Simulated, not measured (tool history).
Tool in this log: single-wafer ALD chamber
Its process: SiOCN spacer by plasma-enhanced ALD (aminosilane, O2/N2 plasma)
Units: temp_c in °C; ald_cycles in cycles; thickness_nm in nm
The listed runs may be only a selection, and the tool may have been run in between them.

run  hour  temp_c  ald_cycles  thickness_nm
  1   0.0     420          99        5.7018
  2   7.6     409          99        5.9059
  3  13.4     409         108        6.4609
  4  17.3     409         119        7.1335
  5  19.1     413         114        6.7083
  6  21.7     413         123        7.2225
  7  30.4     417         118        6.8906
  8  38.8     420         113        6.5260
  9  45.1     422         109        6.1925
 10  48.8     425         106        6.0044
 11  50.7     427         103        5.7765
 12  53.9     429         101        5.6124
 13  55.5     431         100        5.5213
 14  63.9     433          99        5.4307
 15  69.8     434          98        5.3193
 16  73.1     434          98        5.3550
     74.2  -- thermocouple changed; heater temperature recalibrated
 17  74.2     435          97        5.1878

Forecast run 18:
 18  80.6     436          97             ?

{"run 18": {"thickness_nm": 5.1444}}
